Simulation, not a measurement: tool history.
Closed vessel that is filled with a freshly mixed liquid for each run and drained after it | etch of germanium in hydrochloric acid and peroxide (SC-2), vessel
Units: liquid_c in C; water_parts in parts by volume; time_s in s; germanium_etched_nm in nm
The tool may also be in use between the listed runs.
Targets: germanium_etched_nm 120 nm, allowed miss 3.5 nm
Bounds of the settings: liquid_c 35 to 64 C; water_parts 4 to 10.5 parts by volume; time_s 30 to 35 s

| run | hour | liquid_c | water_parts | time_s | germanium_etched_nm |
|---|---|---|---|---|---|
| 1 | 0 | 48 | 5.5 | 35 | 85.825 |
| 2 | 7 | 52 | 5.5 | 35 | 97.264 |
| 3 | 9.4 | 53.5 | 5.5 | 35 | 102.26 |
| 4 | 12.3 | 53.5 | 4 | 35 | 102.74 |
| 5 | 13.8 | 53.5 | 5.5 | 35 | 101.72 |
| 6 | 14.8 | 53.5 | 5.5 | 30 | 87.119 |
| 7 | 16.9 | 55.5 | 5 | 30 | 93.726 |
| 8 | 22.4 | 57 | 5 | 30 | 97.578 |
| 9 | 24.8 | 58.5 | 5 | 30 | 102.41 |

4 next moves are on the table. One of them brings every result within its allowed miss. Which?
| A | 27.2 | 56 | 4 | 35 | ? |
| B | 27.2 | 58.5 | 4.5 | 35 | ? |
| C | 27.2 | 61.5 | 6.5 | 30 | ? |
| D | 27.2 | 62 | 5 | 35 | ? |

| move | germanium_etched_nm |
|---|---|
| A | 111.25 |
| B | 119.92 |
| C | 110.87 |
| D | 132.87 |
A: nearer than the last run, and not there yet
B: meets every target
C: nearer than the last run, and not there yet
D: takes the result that was furthest off past its target
The right move is B.
